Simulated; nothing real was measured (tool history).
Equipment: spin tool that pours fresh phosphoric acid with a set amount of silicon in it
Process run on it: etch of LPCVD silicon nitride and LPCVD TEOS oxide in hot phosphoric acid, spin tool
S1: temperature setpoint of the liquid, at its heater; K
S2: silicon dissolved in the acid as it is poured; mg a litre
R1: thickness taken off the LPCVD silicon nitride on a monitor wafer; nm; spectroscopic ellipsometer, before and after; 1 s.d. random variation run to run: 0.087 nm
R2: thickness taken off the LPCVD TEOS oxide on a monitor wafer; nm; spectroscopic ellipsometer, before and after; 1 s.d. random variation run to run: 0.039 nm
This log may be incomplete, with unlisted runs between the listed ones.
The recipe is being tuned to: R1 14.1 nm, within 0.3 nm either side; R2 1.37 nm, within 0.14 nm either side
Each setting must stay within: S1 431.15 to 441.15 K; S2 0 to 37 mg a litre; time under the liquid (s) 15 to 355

{"run": 1, "hour": 0.0, "S1": 436.15, "S2": 16, "time under the liquid (s)": 180, "R1": 15.49, "R2": 1.065}
{"run": 2, "hour": 7.6, "S1": 435.65, "S2": 11.5, "time under the liquid (s)": 175, "R1": 14.909, "R2": 1.1573}
{"run": 3, "hour": 8.7, "S1": 435.65, "S2": 11.5, "time under the liquid (s)": 255, "R1": 21.839, "R2": 1.6584}
{"run": 4, "hour": 14.7, "S1": 434.65, "S2": 8, "time under the liquid (s)": 235, "R1": 19.228, "R2": 1.5462}
{"run": 5, "hour": 22.6, "S1": 434.65, "S2": 2.5, "time under the liquid (s)": 235, "R1": 19.669, "R2": 1.6812}
{"run": 6, "hour": 25.6, "S1": 434.65, "S2": 1.5, "time under the liquid (s)": 215, "R1": 17.757, "R2": 1.6088}
{"run": 7, "hour": 33.3, "S1": 434.65, "S2": 1, "time under the liquid (s)": 200, "R1": 16.468, "R2": 1.5334}
{"run": 8, "hour": 40.0, "S1": 434.65, "S2": 0.5, "time under the liquid (s)": 190, "R1": 15.703, "R2": 1.4143}
{"run": 9, "hour": 47.3, "S1": 434.65, "S2": 0.5, "time under the liquid (s)": 180, "R1": 14.83, "R2": 1.4042}
{"run": 10, "hour": 54.4, "S1": 434.65, "S2": 0.5, "time under the liquid (s)": 175, "R1": 14.542, "R2": 1.336}

Of the 5 settings listed for the next run, only one would bring every result within its allowed miss of target. Which one?
{"run": "A", "hour": 61.5, "S1": 434.15, "S2": 6, "time under the liquid (s)": 190, "R1": "?", "R2": "?"}
{"run": "B", "hour": 61.5, "S1": 435.65, "S2": 0, "time under the liquid (s)": 165, "R1": "?", "R2": "?"}
{"run": "C", "hour": 61.5, "S1": 432.65, "S2": 3.5, "time under the liquid (s)": 205, "R1": "?", "R2": "?"}
{"run": "D", "hour": 61.5, "S1": 433.15, "S2": 1.5, "time under the liquid (s)": 190, "R1": "?", "R2": "?"}
{"run": "E", "hour": 61.5, "S1": 434.65, "S2": 1, "time under the liquid (s)": 180, "R1": "?", "R2": "?"}

move=A R1=15.33 R2=1.2459
move=B R1=13.995 R2=1.356
move=C R1=15.728 R2=1.2644
move=D R1=14.824 R2=1.2634
move=E R1=14.767 R2=1.3496
A: its largest miss is bigger than the last run's
B: every result within its allowed miss
C: its largest miss is bigger than the last run's
D: its largest miss is bigger than the last run's
E: its largest miss is bigger than the last run's
So the answer is move B, the one that meets all the targets.
